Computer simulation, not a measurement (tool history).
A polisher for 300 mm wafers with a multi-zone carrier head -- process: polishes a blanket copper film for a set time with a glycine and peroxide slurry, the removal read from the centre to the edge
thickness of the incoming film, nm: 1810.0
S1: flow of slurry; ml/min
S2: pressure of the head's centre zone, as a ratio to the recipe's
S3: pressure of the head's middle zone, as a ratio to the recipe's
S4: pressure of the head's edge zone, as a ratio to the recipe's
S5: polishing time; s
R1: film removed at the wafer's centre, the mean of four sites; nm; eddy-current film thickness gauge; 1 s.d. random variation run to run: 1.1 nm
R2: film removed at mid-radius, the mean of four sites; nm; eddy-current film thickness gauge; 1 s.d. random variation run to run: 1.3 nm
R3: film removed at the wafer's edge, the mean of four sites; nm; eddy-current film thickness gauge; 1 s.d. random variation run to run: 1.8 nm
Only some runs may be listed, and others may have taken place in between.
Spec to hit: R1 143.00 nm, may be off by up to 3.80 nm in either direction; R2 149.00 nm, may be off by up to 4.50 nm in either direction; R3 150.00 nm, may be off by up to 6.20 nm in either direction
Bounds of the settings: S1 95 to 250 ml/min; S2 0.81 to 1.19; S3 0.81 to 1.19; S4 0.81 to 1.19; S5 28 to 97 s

run    day   S1    S2    S3    S4  S5      R1      R2      R3
  1  0.000  160  1.00  1.00  1.00  62  262.70  279.56  282.19
  2  0.308  160  1.08  1.00  1.00  62  287.34  282.36  286.34
  3  0.504  160  1.04  1.00  1.00  62  270.48  277.84  286.54
  4  0.754  160  1.03  0.99  0.98  58  254.96  263.73  265.12
  5  0.921  160  1.03  0.99  0.95  58  251.19  261.73  258.79
  6  1.129  155  1.02  0.97  0.94  55  236.07  240.71  252.97
  7  1.408  150  1.02  0.98  0.92  52  222.47  232.02  234.95
     1.746  -- centre zone pressure recalibrated
  8  1.746  145  1.02  0.98  0.91  49  220.17  212.21  218.42
  9  1.950  155  0.92  1.01  0.84  31  126.54  139.83  136.42
 10  1.992  160  0.93  1.01  0.85  31  127.71  141.88  139.79
 11  2.200  160  0.94  1.01  0.85  31  131.35  140.36  138.91
 12  2.488  160  0.94  1.01  0.86  31  130.17  141.84  140.47
 13  2.762  160  0.95  1.01  0.87  31  131.17  140.47  138.76

Exactly one of the 4 candidate moves below puts every result within its allowed miss. Which one?
  A  3.038  135  0.95  0.81  0.90  34   ?   ?   ?
  B  3.038  170  1.07  0.93  0.88  31   ?   ?   ?
  C  3.038  160  0.81  0.90  0.92  32   ?   ?   ?
  D  3.038  175  0.97  1.00  0.96  32   ?   ?   ?

move      R1      R2      R3
   A  140.46  130.82  152.61
   B  151.20  135.50  142.08
   C  116.56  135.76  147.68
   D  142.17  147.46  151.12
A: brings the result that was furthest off to its target, and leaves another outside
B: carries the result that was furthest off beyond its target, to the other side
C: lands further from the targets than the last run did
D: all results in spec
Answer: D
